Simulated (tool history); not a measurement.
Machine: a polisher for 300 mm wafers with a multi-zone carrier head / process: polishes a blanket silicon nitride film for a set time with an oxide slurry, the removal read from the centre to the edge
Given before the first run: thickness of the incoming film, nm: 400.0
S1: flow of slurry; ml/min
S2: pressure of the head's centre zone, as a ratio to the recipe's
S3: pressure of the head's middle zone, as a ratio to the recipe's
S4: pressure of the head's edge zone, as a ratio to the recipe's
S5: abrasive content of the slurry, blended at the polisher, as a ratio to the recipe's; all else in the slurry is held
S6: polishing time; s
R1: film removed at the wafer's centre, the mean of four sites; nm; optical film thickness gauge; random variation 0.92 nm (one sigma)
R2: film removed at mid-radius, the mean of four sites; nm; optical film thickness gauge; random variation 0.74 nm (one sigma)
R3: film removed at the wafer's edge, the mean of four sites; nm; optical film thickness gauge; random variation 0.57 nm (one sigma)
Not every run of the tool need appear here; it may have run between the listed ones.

run 1 hour=0.0 | S1=185 S2=1.00 S3=1.00 S4=1.00 S5=1.00 S6=78 | R1=67.335 R2=71.306 R3=67.245
run 2 hour=2.8 | S1=185 S2=1.00 S3=1.00 S4=1.00 S5=1.00 S6=59 | R1=51.237 R2=54.726 R3=51.512
run 3 hour=3.7 | S1=190 S2=1.00 S3=1.00 S4=1.03 S5=1.10 S6=60 | R1=56.348 R2=58.702 R3=56.067
run 4 hour=6.6 | S1=190 S2=0.95 S3=1.00 S4=1.03 S5=1.10 S6=60 | R1=52.505 R2=58.236 R3=56.099
run 5 hour=15.3 | S1=195 S2=0.95 S3=1.00 S4=1.05 S5=1.15 S6=61 | R1=54.728 R2=60.871 R3=59.129
run 6 hour=20.2 | S1=195 S2=0.95 S3=0.93 S4=1.05 S5=1.15 S6=61 | R1=55.238 R2=57.102 R3=59.760
run 7 hour=29.1 | S1=200 S2=0.95 S3=0.94 S4=1.07 S5=1.20 S6=62 | R1=57.670 R2=59.871 R3=62.014
run 8 hour=37.7 | S1=205 S2=0.95 S3=0.95 S4=1.09 S5=1.25 S6=63 | R1=61.035 R2=62.156 R3=65.531
run 9 hour=44.5 | S1=210 S2=0.94 S3=0.96 S4=1.10 S5=1.30 S6=64 | R1=61.796 R2=66.834 R3=66.855

Estimate the outcome of run 10 from the log above:
run 10 hour=45.5 | S1=210 S2=0.94 S3=0.96 S4=1.11 S5=1.35 S6=65 | R1=? R2=? R3=?

R1: 63.604 nm
R2: 67.821 nm
R3: 71.111 nm
